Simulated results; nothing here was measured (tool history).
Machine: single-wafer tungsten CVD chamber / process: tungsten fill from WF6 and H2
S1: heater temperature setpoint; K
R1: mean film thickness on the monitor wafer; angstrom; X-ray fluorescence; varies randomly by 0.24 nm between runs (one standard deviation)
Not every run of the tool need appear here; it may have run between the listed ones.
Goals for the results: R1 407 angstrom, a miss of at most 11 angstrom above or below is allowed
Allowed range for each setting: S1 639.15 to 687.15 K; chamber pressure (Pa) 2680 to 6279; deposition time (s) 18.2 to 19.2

Run 1, hour 0: S1 663.15 K, chamber pressure (Pa) 4480, deposition time (s) 19.2. Result: R1 528.73 angstrom.
Run 2, hour 7.5: S1 663.15 K, chamber pressure (Pa) 4480, deposition time (s) 18.2. Result: R1 508.62 angstrom.
Run 3, hour 10: S1 660.15 K, chamber pressure (Pa) 4466, deposition time (s) 18.2. Result: R1 481.73 angstrom.
Run 4, hour 18.8: S1 660.15 K, chamber pressure (Pa) 4880, deposition time (s) 18.2. Result: R1 498.68 angstrom.
Run 5, hour 22.8: S1 658.15 K, chamber pressure (Pa) 4866, deposition time (s) 18.2. Result: R1 475.89 angstrom.
Run 6, hour 24.7: S1 658.15 K, chamber pressure (Pa) 4400, deposition time (s) 18.2. Result: R1 452.19 angstrom.
Run 7, hour 32.7: S1 657.15 K, chamber pressure (Pa) 4400, deposition time (s) 18.2. Result: R1 447.29 angstrom.
Run 8, hour 36.9: S1 651.15 K, chamber pressure (Pa) 4360, deposition time (s) 18.2. Result: R1 388.15 angstrom.

Which single option among these 4 for the next run brings every result within its allowed miss of target? Just one does.
Run A, hour 41.1: S1 649.15 K, chamber pressure (Pa) 4106, deposition time (s) 18.2. Result: R1 ?.
Run B, hour 41.1: S1 646.15 K, chamber pressure (Pa) 4266, deposition time (s) 19. Result: R1 ?.
Run C, hour 41.1: S1 654.15 K, chamber pressure (Pa) 4106, deposition time (s) 18.3. Result: R1 ?.
Run D, hour 41.1: S1 655.15 K, chamber pressure (Pa) 3600, deposition time (s) 18.2. Result: R1 ?.

move      R1
   A  361.27
   B  359.44
   C  404.95
   D  386.66
A: further off than the last run
B: further off than the last run
C: all results in spec
D: further off than the last run
The right move is C.
